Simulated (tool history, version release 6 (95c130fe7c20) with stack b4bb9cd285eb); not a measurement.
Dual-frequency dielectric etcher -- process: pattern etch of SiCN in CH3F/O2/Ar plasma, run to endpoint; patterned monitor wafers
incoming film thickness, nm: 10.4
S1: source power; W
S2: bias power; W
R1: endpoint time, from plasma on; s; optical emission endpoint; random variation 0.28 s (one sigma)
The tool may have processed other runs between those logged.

run 1 hour=0 | S1=470 S2=97 | R1=26.627
run 2 hour=5.1 | S1=470 S2=85 | R1=27.68
run 3 hour=10.5 | S1=470 S2=77 | R1=29.06
run 4 hour=13.2 | S1=440 S2=75 | R1=29.862
run 5 hour=18.5 | S1=370 S2=75 | R1=31.996
run 6 hour=27.1 | S1=290 S2=75 | R1=35.531
run 7 hour=32.4 | S1=300 S2=76 | R1=34.672

Run 8 has not been measured yet. What should we expect?
run 8 hour=40.6 | S1=310 S2=76 | R1=?

R1: 34.8 s
